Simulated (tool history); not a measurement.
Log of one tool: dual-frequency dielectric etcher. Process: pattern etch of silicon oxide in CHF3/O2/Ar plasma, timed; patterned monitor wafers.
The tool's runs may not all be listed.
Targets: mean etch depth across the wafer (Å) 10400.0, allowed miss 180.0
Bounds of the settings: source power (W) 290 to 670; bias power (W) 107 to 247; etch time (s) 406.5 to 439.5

run	hour	source power (W)	bias power (W)	etch time (s)	mean etch depth across the wafer (Å)
1	0.0	480	177	439.5	8985.7
2	5.0	550	177	439.5	9591.6
3	10.7	520	177	439.5	9365.0
4	12.2	480	177	439.5	8998.4
5	13.7	480	197	439.5	9358.2
6	22.6	510	198	439.5	9633.8
7	26.1	530	199	439.5	9853.6
8	33.9	530	199	439.5	9764.0

5 next moves are on the table. One of them brings every result within its allowed miss. Which?
A	41.7	510	204	427.5	?
B	41.7	540	206	439.5	?
C	41.7	670	213	427.0	?
D	41.7	580	206	439.5	?
E	41.7	670	238	406.5	?

move	mean etch depth across the wafer (Å)
A	9398.7
B	9962.1
C	10815.0
D	10300.0
E	10705.0
A: further off than the last run
B: nearer than the last run, and not there yet
C: takes the result that was furthest off past its target
D: meets every target
E: takes the result that was furthest off past its target
Move D is the one to make.
